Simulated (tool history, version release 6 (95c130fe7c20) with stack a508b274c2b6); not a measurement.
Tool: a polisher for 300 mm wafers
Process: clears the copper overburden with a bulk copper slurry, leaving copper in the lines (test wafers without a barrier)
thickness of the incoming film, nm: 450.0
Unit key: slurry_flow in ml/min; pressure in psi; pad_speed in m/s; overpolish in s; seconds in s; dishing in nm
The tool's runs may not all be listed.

| run | day | slurry_flow | pressure | pad_speed | slurry_solids | overpolish | seconds | dishing |
|---|---|---|---|---|---|---|---|---|
| 1 | 0.000 | 135 | 1.7 | 1.12 | 1.0 | 21 | 56.858 | 57.014 |
| 2 | 0.208 | 135 | 1.7 | 1.02 | 1.0 | 21 | 64.357 | 53.768 |
| 3 | 0.525 | 135 | 1.5 | 1.00 | 1.0 | 24 | 71.322 | 53.250 |
| 4 | 0.638 | 135 | 1.3 | 0.98 | 1.0 | 27 | 82.838 | 52.947 |
| 5 | 0.908 | 135 | 1.2 | 0.96 | 1.0 | 28 | 91.115 | 49.234 |
| 6 | 1.000 | 135 | 0.8 | 0.96 | 1.0 | 28 | 124.430 | 41.086 |
| 7 | 1.129 | 135 | 0.9 | 0.96 | 1.0 | 29 | 111.520 | 43.419 |

Run 8 has not been measured yet. What should we expect?
| 8 | 1.217 | 135 | 0.9 | 0.94 | 1.0 | 31 | ? | ? |

seconds: 120.540 s
dishing: 46.015 nm

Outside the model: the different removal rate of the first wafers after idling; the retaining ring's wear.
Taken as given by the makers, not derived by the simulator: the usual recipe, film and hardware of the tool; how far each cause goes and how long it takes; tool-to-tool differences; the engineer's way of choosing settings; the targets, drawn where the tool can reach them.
